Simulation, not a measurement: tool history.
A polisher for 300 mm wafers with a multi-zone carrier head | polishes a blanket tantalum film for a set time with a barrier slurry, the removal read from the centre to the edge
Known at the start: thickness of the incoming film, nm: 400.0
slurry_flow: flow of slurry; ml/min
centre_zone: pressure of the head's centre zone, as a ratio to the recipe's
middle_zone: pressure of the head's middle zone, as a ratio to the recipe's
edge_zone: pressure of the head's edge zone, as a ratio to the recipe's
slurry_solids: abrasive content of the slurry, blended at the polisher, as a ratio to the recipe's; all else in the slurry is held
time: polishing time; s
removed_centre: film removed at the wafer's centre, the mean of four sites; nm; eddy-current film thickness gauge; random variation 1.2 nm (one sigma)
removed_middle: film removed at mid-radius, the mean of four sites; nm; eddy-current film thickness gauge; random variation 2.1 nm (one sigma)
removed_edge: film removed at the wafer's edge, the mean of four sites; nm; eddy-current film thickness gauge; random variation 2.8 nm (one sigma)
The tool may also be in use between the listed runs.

Run 1, day 0.000: slurry_flow 315 ml/min, centre_zone 1.00, middle_zone 1.00, edge_zone 1.00, slurry_solids 1.00, time 72 s. Result: removed_centre 153.14 nm, removed_middle 147.74 nm, removed_edge 138.56 nm.
Run 2, day 0.229: slurry_flow 310 ml/min, centre_zone 0.99, middle_zone 1.00, edge_zone 1.02, slurry_solids 1.05, time 73 s. Result: removed_centre 155.08 nm, removed_middle 154.28 nm, removed_edge 146.05 nm.
Run 3, day 0.479: slurry_flow 305 ml/min, centre_zone 0.99, middle_zone 1.00, edge_zone 1.04, slurry_solids 1.10, time 74 s. Result: removed_centre 158.86 nm, removed_middle 155.93 nm, removed_edge 150.78 nm.
Run 4, day 0.679: slurry_flow 305 ml/min, centre_zone 0.99, middle_zone 1.01, edge_zone 1.06, slurry_solids 1.15, time 75 s. Result: removed_centre 161.87 nm, removed_middle 161.88 nm, removed_edge 158.95 nm.
Run 5, day 0.929: slurry_flow 305 ml/min, centre_zone 1.07, middle_zone 1.01, edge_zone 1.06, slurry_solids 1.15, time 75 s. Result: removed_centre 174.92 nm, removed_middle 157.09 nm, removed_edge 155.70 nm.
Run 6, day 1.179: slurry_flow 310 ml/min, centre_zone 1.06, middle_zone 1.02, edge_zone 1.08, slurry_solids 1.20, time 75 s. Result: removed_centre 175.86 nm, removed_middle 162.63 nm, removed_edge 154.47 nm.
Run 7, day 1.304: slurry_flow 300 ml/min, centre_zone 1.05, middle_zone 1.02, edge_zone 1.09, slurry_solids 1.25, time 76 s. Result: removed_centre 176.37 nm, removed_middle 169.41 nm, removed_edge 161.49 nm.

Run 8 comes next. What will it give?
Run 8, day 1.579: slurry_flow 295 ml/min, centre_zone 1.04, middle_zone 1.01, edge_zone 1.10, slurry_solids 1.30, time 77 s. Result: removed_centre ?, removed_middle ?, removed_edge ?.

Run 8 gave removed_centre 177.77 nm, removed_middle 171.49 nm, removed_edge 164.64 nm.
